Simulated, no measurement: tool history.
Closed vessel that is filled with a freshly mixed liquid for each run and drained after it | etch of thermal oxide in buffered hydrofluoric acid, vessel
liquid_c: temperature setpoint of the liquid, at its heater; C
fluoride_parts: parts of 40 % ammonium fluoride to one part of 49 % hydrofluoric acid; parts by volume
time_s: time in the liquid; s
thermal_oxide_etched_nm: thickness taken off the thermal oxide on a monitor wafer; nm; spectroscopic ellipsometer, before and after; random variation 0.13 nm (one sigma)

run 1 hour=0.0 | liquid_c=22.0 fluoride_parts=14.5 time_s=35 | thermal_oxide_etched_nm=24.191
run 2 hour=3.1 | liquid_c=23.5 fluoride_parts=14.5 time_s=35 | thermal_oxide_etched_nm=26.085
run 3 hour=10.1 | liquid_c=22.5 fluoride_parts=15.0 time_s=35 | thermal_oxide_etched_nm=24.104
run 4 hour=11.0 | liquid_c=22.0 fluoride_parts=15.0 time_s=35 | thermal_oxide_etched_nm=23.144
run 5 hour=12.0 | liquid_c=22.0 fluoride_parts=15.0 time_s=35 | thermal_oxide_etched_nm=23.155
run 6 hour=16.3 | liquid_c=21.5 fluoride_parts=15.0 time_s=35 | thermal_oxide_etched_nm=22.667
run 7 hour=20.1 | liquid_c=21.5 fluoride_parts=15.0 time_s=35 | thermal_oxide_etched_nm=22.889
-- hour=28.9 thermometer replaced
run 8 hour=28.9 | liquid_c=21.0 fluoride_parts=15.5 time_s=35 | thermal_oxide_etched_nm=23.044
run 9 hour=36.2 | liquid_c=20.5 fluoride_parts=16.5 time_s=35 | thermal_oxide_etched_nm=21.438
run 10 hour=44.5 | liquid_c=20.0 fluoride_parts=17.0 time_s=35 | thermal_oxide_etched_nm=20.307

The next listed run, before its measurement:
run 11 hour=52.7 | liquid_c=19.5 fluoride_parts=17.5 time_s=35 | thermal_oxide_etched_nm=?

Run 11 gave thermal_oxide_etched_nm 18.944 nm.
